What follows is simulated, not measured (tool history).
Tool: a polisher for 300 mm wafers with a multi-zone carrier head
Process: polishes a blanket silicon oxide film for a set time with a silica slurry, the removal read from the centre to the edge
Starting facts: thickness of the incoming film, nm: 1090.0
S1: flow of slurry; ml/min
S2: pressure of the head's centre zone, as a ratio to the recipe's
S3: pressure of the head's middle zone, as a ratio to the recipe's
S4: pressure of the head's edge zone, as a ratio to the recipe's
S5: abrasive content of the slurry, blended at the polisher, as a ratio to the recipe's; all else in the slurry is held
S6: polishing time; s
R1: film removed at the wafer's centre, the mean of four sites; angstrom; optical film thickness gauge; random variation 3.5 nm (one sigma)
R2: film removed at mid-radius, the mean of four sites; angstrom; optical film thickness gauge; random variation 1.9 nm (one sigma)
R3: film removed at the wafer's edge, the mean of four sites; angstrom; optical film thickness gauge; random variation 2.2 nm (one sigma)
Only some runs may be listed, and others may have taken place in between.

run,hour,S1,S2,S3,S4,S5,S6,R1,R2,R3
1,0,125,1,1,1,1,54,1818.6,1765.1,1762.8
2,4.3,130,1.01,0.99,1.02,1.05,54,1941.1,1805.7,1867.9
3,8.4,135,1.01,0.99,1.03,1.05,54,1918.1,1813.3,1886.6
4,9.4,140,1.02,0.99,1.04,1.05,54,1901.5,1834.1,1875.9
5,18.4,140,1.03,0.98,1.04,1.1,54,2098.4,1911,1957.3
6,25.8,140,1.03,0.98,1.04,1.1,63,2377.5,2173.5,2276.5

For run 7, what comes out?
7,28,140,1.03,0.97,1.04,1.1,63,?,?,?

R1: 2342.1 angstrom
R2: 2208.2 angstrom
R3: 2264.1 angstrom
